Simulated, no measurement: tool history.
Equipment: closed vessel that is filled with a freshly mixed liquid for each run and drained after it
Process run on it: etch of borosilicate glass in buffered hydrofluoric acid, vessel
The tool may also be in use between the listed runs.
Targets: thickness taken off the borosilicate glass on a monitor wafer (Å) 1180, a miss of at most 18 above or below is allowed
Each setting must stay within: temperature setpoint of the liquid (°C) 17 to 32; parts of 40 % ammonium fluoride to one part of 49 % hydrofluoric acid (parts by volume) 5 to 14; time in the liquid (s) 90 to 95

run  hour  temperature setpoint of the liquid (°C)  parts of 40 % ammonium fluoride to one part of 49 % hydrofluoric acid (parts by volume)  time in the liquid (s)  thickness taken off the borosilicate glass on a monitor wafer (Å)
  1     0                                       25                                                                                      8.5                      90                                                               1498
  2   4.3                                       25                                                                                     10.5                      90                                                             1239.7
  3  11.8                                       22                                                                                     10.5                      90                                                             1056.5
  4  19.2                                     22.5                                                                                     10.5                      90                                                             1086.7
  5  23.6                                       23                                                                                     10.5                      90                                                               1120
  6  32.3                                       20                                                                                     10.5                      90                                                             949.51
  7  40.6                                       21                                                                                     10.5                      90                                                             999.65
  8  44.1                                       22                                                                                     10.5                      90                                                             1061.1
  9  49.9                                     22.5                                                                                     10.5                      90                                                             1084.3
 10  55.3                                       23                                                                                     10.5                      90                                                             1120.2
     59.8  -- thermometer replaced
 11  59.8                                     23.5                                                                                     10.5                      90                                                             1086.5

Next run, 4 choices. One meets every target within its allowed miss, the rest don't. Which?
  A  64.3                                       25                                                                                       11                      90                                                                  ?
  B  64.3                                       24                                                                                     10.5                      95                                                                  ?
  C  64.3                                       22                                                                                       11                      90                                                                  ?
  D  64.3                                     24.5                                                                                       10                      95                                                                  ?

move  thickness taken off the borosilicate glass on a monitor wafer (Å)
   A                                                               1122
   B                                                             1175.5
   C                                                              955.1
   D                                                             1266.8
A: nearer than the last run, and not there yet
B: all results land within tolerance of their targets
C: its largest miss is bigger than the last run's
D: the result that was furthest off in the last run now lies on the other side of its target
B is the move that brings every result within its allowed miss.
